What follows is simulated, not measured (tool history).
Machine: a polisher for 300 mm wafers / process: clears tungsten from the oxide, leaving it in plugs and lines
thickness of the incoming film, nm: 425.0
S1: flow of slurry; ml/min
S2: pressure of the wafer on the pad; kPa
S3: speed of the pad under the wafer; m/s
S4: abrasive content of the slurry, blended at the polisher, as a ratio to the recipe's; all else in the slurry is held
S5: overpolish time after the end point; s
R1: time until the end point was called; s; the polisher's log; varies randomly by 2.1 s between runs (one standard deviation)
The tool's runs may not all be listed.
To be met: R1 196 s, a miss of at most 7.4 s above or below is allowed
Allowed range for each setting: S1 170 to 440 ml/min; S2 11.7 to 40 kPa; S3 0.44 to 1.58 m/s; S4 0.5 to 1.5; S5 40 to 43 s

run,hour,S1,S2,S3,S4,S5,R1
1,0,280,25.5,1,1,40,94.76
2,5.9,245,25.5,1,1,40,98.982
3,6.7,245,25.5,1,1.15,40,92.994
4,8.4,245,25.5,1,0.95,40,99.065
5,17.2,245,25.5,0.88,0.95,40,114.86
6,24.3,245,25.5,0.88,0.8,40,115.06
7,27.4,240,22.1,0.88,0.8,40,131.26
8,30.9,235,19.3,0.88,0.8,40,154.26
9,36.6,230,17.9,0.88,0.8,40,164.05
10,40.5,225,17.2,0.88,0.8,40,170.05
11,42.7,220,16.5,0.88,0.8,40,180.98
12,46.5,210,16.5,0.88,0.8,40,179.33
13,53.7,205,15.9,0.88,0.8,40,186.3

Consider the 5 candidate settings below. Which is the only one whose results all fall within their allowed miss of target?
A,60.9,180,18.6,0.8,0.8,40,?
B,60.9,195,16.5,0.9,0.9,43,?
C,60.9,180,15.9,0.98,0.6,43,?
D,60.9,170,15.9,0.86,0.8,40,?
E,60.9,185,17.2,0.88,0.75,40,?

move,R1
A,177.52
B,171.6
C,180.44
D,194.11
E,176.21
A: the biggest miss grows against the last run
B: the biggest miss grows against the last run
C: the biggest miss grows against the last run
D: meets every target
E: the biggest miss grows against the last run
Correct choice: D, which meets every target
